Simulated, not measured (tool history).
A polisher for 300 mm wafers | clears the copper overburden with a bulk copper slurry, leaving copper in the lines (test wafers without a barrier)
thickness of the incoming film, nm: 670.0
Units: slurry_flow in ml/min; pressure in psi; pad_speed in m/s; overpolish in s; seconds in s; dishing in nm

run  hour  slurry_flow  pressure  pad_speed  slurry_solids  overpolish  seconds  dishing
  1   0.0          150       2.2       1.14            1.0          20   99.594   45.342
  2   5.9          150       2.2       1.36            1.0          20   82.735   50.263
  3  10.7          150       2.2       1.22            1.0          20   91.382   49.308
  4  16.8          150       2.2       1.04            1.0          20  109.190   46.648
  5  22.3          150       2.7       1.04            1.0          20   92.300   49.912
  6  27.9          150       3.0       1.04            1.0          20   83.509   54.816

Run 7 comes next. What will it give?
     31.9  -- slurry blender recalibrated
  7  31.9          150       2.5       1.02            1.0          20        ?        ?

seconds: 92.129 s
dishing: 48.662 nm
